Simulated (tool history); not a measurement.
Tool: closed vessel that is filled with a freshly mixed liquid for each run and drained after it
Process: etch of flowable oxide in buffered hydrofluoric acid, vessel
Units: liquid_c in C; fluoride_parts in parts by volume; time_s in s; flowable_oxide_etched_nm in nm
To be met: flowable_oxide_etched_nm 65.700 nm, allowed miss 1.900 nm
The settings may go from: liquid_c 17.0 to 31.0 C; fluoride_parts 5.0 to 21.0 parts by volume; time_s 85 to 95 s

Run 1, day 0.000: liquid_c 23.0 C, fluoride_parts 13.0 parts by volume, time_s 85 s. Result: flowable_oxide_etched_nm 103.570 nm.
Run 2, day 0.150: liquid_c 26.0 C, fluoride_parts 13.0 parts by volume, time_s 85 s. Result: flowable_oxide_etched_nm 119.440 nm.
Run 3, day 0.308: liquid_c 26.0 C, fluoride_parts 13.0 parts by volume, time_s 95 s. Result: flowable_oxide_etched_nm 134.900 nm.
Run 4, day 0.417: liquid_c 25.0 C, fluoride_parts 13.5 parts by volume, time_s 95 s. Result: flowable_oxide_etched_nm 124.330 nm.
Run 5, day 0.788: liquid_c 24.0 C, fluoride_parts 14.0 parts by volume, time_s 95 s. Result: flowable_oxide_etched_nm 113.180 nm.
Run 6, day 0.979: liquid_c 23.0 C, fluoride_parts 14.5 parts by volume, time_s 95 s. Result: flowable_oxide_etched_nm 102.920 nm.
Run 7, day 1.333: liquid_c 23.0 C, fluoride_parts 14.5 parts by volume, time_s 95 s. Result: flowable_oxide_etched_nm 101.210 nm.
Run 8, day 1.721: liquid_c 22.0 C, fluoride_parts 14.5 parts by volume, time_s 95 s. Result: flowable_oxide_etched_nm 97.601 nm.
Run 9, day 2.008: liquid_c 21.5 C, fluoride_parts 14.5 parts by volume, time_s 95 s. Result: flowable_oxide_etched_nm 95.113 nm.
Run 10, day 2.238: liquid_c 21.0 C, fluoride_parts 14.5 parts by volume, time_s 95 s. Result: flowable_oxide_etched_nm 91.073 nm.
Run 11, day 2.308: liquid_c 20.5 C, fluoride_parts 14.5 parts by volume, time_s 95 s. Result: flowable_oxide_etched_nm 89.917 nm.
Run 12, day 2.558: liquid_c 20.0 C, fluoride_parts 14.5 parts by volume, time_s 95 s. Result: flowable_oxide_etched_nm 86.645 nm.
Run 13, day 2.804: liquid_c 19.5 C, fluoride_parts 14.5 parts by volume, time_s 95 s. Result: flowable_oxide_etched_nm 84.113 nm.
Run 14, day 2.975: liquid_c 19.0 C, fluoride_parts 14.5 parts by volume, time_s 95 s. Result: flowable_oxide_etched_nm 82.326 nm.
Run 15, day 3.021: liquid_c 18.5 C, fluoride_parts 14.5 parts by volume, time_s 95 s. Result: flowable_oxide_etched_nm 79.348 nm.
Run 16, day 3.354: liquid_c 17.5 C, fluoride_parts 15.0 parts by volume, time_s 95 s. Result: flowable_oxide_etched_nm 73.171 nm.
Run 17, day 3.625: liquid_c 17.0 C, fluoride_parts 15.5 parts by volume, time_s 95 s. Result: flowable_oxide_etched_nm 69.204 nm.

4 next moves are on the table. One of them brings every result within its allowed miss. Which?
Run A, day 3.896: liquid_c 17.0 C, fluoride_parts 13.0 parts by volume, time_s 90 s. Result: flowable_oxide_etched_nm ?.
Run B, day 3.896: liquid_c 17.0 C, fluoride_parts 16.5 parts by volume, time_s 90 s. Result: flowable_oxide_etched_nm ?.
Run C, day 3.896: liquid_c 18.5 C, fluoride_parts 17.5 parts by volume, time_s 95 s. Result: flowable_oxide_etched_nm ?.
Run D, day 3.896: liquid_c 17.5 C, fluoride_parts 17.0 parts by volume, time_s 90 s. Result: flowable_oxide_etched_nm ?.

move  flowable_oxide_etched_nm
   A                    76.810
   B                    60.732
   C                    65.879
   D                    60.675
A: further off than the last run
B: takes the result that was furthest off past its target
C: meets every target
D: takes the result that was furthest off past its target
The right move is C.
